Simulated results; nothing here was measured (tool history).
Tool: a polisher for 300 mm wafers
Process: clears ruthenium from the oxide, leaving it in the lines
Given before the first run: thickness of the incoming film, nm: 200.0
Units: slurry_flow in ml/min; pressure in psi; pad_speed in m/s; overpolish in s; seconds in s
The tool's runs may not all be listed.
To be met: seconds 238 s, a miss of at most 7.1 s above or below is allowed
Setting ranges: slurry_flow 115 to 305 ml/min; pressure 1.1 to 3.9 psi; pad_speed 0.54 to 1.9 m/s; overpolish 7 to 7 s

| run | hour | slurry_flow | pressure | pad_speed | overpolish | seconds |
|---|---|---|---|---|---|---|
| 1 | 0 | 195 | 2.5 | 1.22 | 7 | 148.16 |
| 2 | 4.6 | 195 | 2.1 | 1.22 | 7 | 174.17 |
| 3 | 8.4 | 190 | 1.9 | 1.22 | 7 | 190.05 |
| 4 | 14.4 | 190 | 1.9 | 1.22 | 7 | 191.59 |
| 5 | 16.1 | 190 | 1.9 | 1.02 | 7 | 227.49 |
| 6 | 25.1 | 190 | 2.5 | 1.02 | 7 | 175.54 |
| 7 | 29.2 | 185 | 2.3 | 1.02 | 7 | 186.12 |
| 8 | 35.9 | 185 | 2.2 | 1.02 | 7 | 195.6 |
| 9 | 42.1 | 185 | 2.1 | 1.02 | 7 | 204.23 |
| 10 | 46.7 | 185 | 2 | 1.02 | 7 | 216 |

Which one of the following 4 next-run settings gets every result inside its allowed miss? There is exactly one.
| A | 51.3 | 190 | 2.2 | 0.76 | 7 | ? |
| B | 51.3 | 180 | 2 | 0.88 | 7 | ? |
| C | 51.3 | 200 | 1.7 | 0.98 | 7 | ? |
| D | 51.3 | 195 | 1.6 | 1.14 | 7 | ? |

| move | seconds |
|---|---|
| A | 260.87 |
| B | 250.5 |
| C | 260.14 |
| D | 239.03 |
A: takes the biggest miss from the last run beyond its target
B: takes the biggest miss from the last run beyond its target
C: takes the biggest miss from the last run beyond its target
D: each result inside its tolerance
The right move is D.
